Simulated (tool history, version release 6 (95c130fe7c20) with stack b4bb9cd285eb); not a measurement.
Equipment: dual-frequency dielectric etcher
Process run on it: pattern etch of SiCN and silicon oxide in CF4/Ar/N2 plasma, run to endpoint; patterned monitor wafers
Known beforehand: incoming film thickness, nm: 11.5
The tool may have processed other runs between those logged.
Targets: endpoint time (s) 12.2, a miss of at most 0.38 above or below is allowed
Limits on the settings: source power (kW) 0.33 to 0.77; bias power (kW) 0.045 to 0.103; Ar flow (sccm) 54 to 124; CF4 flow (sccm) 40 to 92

run,hour,source power (kW),bias power (kW),Ar flow (sccm),CF4 flow (sccm),endpoint time (s)
1,0,0.55,0.074,89,66,10.395
2,8.2,0.53,0.073,89,66,10.745
3,14.6,0.51,0.073,89,66,11.471
4,19.6,0.5,0.073,89,66,11.693
5,20.6,0.5,0.073,83,66,11.536
6,23.6,0.5,0.073,83,77,11.049
7,26,0.49,0.073,83,77,11.404
8,33.2,0.48,0.073,83,77,11.819
9,37.1,0.48,0.073,83,77,11.681

Which single option among these 5 for the next run brings every result within its allowed miss of target? Just one does.
A,41,0.47,0.075,90,70,?
B,41,0.52,0.064,113,92,?
C,41,0.43,0.075,86,70,?
D,41,0.49,0.074,75,80,?
E,41,0.44,0.067,81,81,?

move,endpoint time (s)
A,12.169
B,11.18
C,13.471
D,11.141
E,13.151
A: every result lands within tolerance
B: further off than the last run
C: pushes the last run's worst result past its target
D: further off than the last run
E: pushes the last run's worst result past its target
Answer: A
